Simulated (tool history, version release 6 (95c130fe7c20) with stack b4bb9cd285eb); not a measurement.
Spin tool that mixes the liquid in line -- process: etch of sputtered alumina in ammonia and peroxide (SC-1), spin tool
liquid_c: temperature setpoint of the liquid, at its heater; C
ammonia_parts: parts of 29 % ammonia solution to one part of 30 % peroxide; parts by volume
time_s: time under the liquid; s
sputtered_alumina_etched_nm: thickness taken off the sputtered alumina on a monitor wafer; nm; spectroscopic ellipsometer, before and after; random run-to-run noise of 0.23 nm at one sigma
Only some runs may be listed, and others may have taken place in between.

run 1 hour=0.0 | liquid_c=59.0 ammonia_parts=0.95 time_s=190 | sputtered_alumina_etched_nm=15.514
run 2 hour=3.1 | liquid_c=59.0 ammonia_parts=0.95 time_s=205 | sputtered_alumina_etched_nm=16.786
run 3 hour=8.8 | liquid_c=61.0 ammonia_parts=0.95 time_s=205 | sputtered_alumina_etched_nm=18.723
run 4 hour=10.8 | liquid_c=62.5 ammonia_parts=0.95 time_s=205 | sputtered_alumina_etched_nm=19.884
run 5 hour=12.6 | liquid_c=64.0 ammonia_parts=0.95 time_s=205 | sputtered_alumina_etched_nm=21.287
run 6 hour=20.7 | liquid_c=65.0 ammonia_parts=0.95 time_s=205 | sputtered_alumina_etched_nm=22.225
run 7 hour=24.6 | liquid_c=66.0 ammonia_parts=0.95 time_s=205 | sputtered_alumina_etched_nm=23.590
run 8 hour=33.5 | liquid_c=66.0 ammonia_parts=0.95 time_s=205 | sputtered_alumina_etched_nm=23.736
run 9 hour=42.2 | liquid_c=66.0 ammonia_parts=0.95 time_s=205 | sputtered_alumina_etched_nm=23.653
run 10 hour=49.1 | liquid_c=66.5 ammonia_parts=0.95 time_s=205 | sputtered_alumina_etched_nm=24.594

Run 11 comes next. What will it give?
run 11 hour=51.8 | liquid_c=67.0 ammonia_parts=0.95 time_s=205 | sputtered_alumina_etched_nm=?

Run 11 measured sputtered_alumina_etched_nm 24.765 nm.

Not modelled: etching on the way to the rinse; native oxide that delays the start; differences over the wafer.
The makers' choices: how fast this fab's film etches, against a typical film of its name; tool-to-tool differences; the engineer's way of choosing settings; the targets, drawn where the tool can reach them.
